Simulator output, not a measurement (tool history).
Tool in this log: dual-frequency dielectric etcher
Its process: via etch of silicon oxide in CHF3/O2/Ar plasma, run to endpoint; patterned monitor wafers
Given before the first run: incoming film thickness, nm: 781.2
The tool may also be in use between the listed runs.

run  hour  source power (kW)  bias power (kW)  endpoint time (s)
  1     0                0.5            0.182             439.76
  2   4.4               0.47            0.176             454.76
  3   8.3               0.43            0.176              467.9
  4   9.9               0.43            0.199             454.36
  5  14.6               0.41            0.192             465.03
  6  18.7               0.44            0.192             450.62
  7  26.6               0.42            0.186             464.44
  8  33.5                0.4             0.18             472.73

What will run 9 give?
  9  37.6               0.38            0.172                  ?

Run 9 measured endpoint time (s) 496.71.
